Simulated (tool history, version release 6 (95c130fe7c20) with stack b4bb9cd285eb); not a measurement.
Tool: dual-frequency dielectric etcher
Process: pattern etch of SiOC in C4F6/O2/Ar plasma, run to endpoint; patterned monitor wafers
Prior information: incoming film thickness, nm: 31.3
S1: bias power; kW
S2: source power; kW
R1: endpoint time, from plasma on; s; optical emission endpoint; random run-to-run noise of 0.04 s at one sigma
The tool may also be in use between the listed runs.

run,hour,S1,S2,R1
1,0,0.484,0.39,10.787
2,7.7,0.447,0.39,11.326
3,11.4,0.447,0.35,11.613
4,20.1,0.395,0.35,12.488
5,22,0.4,0.35,12.443
6,23,0.4,0.32,12.743

Run 7 has not been measured yet. What should we expect?
7,28.1,0.409,0.32,?

{"run 7": {"R1": 12.573}}
